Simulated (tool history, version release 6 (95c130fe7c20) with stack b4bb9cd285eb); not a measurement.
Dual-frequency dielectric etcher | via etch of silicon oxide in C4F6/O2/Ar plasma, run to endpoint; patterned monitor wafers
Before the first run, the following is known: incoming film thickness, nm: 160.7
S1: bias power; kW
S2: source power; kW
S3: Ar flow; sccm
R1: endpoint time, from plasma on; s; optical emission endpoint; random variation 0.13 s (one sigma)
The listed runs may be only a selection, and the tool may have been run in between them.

| run | hour | S1 | S2 | S3 | R1 |
|---|---|---|---|---|---|
| 1 | 0 | 0.436 | 0.37 | 264 | 38.848 |
| 2 | 4.8 | 0.48 | 0.39 | 261 | 35.993 |
| 3 | 6.5 | 0.509 | 0.39 | 261 | 34.957 |
| 4 | 15 | 0.509 | 0.42 | 261 | 34.408 |
| 5 | 18.4 | 0.509 | 0.42 | 236 | 33.799 |
| 6 | 20.4 | 0.524 | 0.42 | 236 | 33.348 |

Predict the results of run 7:
|  | 22.8 | bias power generator calibrated |
| 7 | 22.8 | 0.536 | 0.42 | 236 | ? |

R1: 33.421 s

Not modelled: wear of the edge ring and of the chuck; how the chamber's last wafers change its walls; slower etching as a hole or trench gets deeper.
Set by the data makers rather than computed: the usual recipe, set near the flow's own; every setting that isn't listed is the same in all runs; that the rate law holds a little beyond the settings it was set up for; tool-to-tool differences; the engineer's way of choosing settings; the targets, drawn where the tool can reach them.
